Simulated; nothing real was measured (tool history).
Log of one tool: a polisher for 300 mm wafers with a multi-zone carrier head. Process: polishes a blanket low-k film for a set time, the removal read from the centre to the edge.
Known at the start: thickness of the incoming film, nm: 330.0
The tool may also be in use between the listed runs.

| run | hour | flow of slurry (ml/min) | pressure of the head's centre zone | pressure of the head's middle zone | pressure of the head's edge zone | abrasive content of the slurry | polishing time (s) | film removed at the wafer's centre (Å) | film removed at mid-radius (Å) | film removed at the wafer's edge (Å) |
|---|---|---|---|---|---|---|---|---|---|---|
| 1 | 0 | 320 | 1 | 1 | 1 | 1 | 50 | 326.92 | 295.24 | 279.67 |
| 2 | 5.4 | 325 | 1.02 | 1.06 | 1.03 | 1.05 | 50 | 341.56 | 314.17 | 286.77 |
| 3 | 13.4 | 325 | 1.02 | 1.06 | 1.03 | 0.95 | 50 | 328.4 | 301.28 | 283.02 |
| 4 | 15.4 | 325 | 1.02 | 1.14 | 1.03 | 0.95 | 50 | 325.51 | 316.96 | 275.84 |
| 5 | 19.5 | 335 | 1.03 | 1.15 | 1.05 | 1.05 | 50 | 344.98 | 336.16 | 293.59 |
| 6 | 23.5 | 345 | 1.04 | 1.16 | 1.06 | 1.1 | 50 | 355.57 | 342.11 | 297.21 |

Run 7 comes next. What will it give?
| 7 | 32.4 | 345 | 1.04 | 1.17 | 1.06 | 1.15 | 50 | ? | ? | ? |

Run 7 gave film removed at the wafer's centre (Å) 359.39, film removed at mid-radius (Å) 346.73, film removed at the wafer's edge (Å) 301.9.
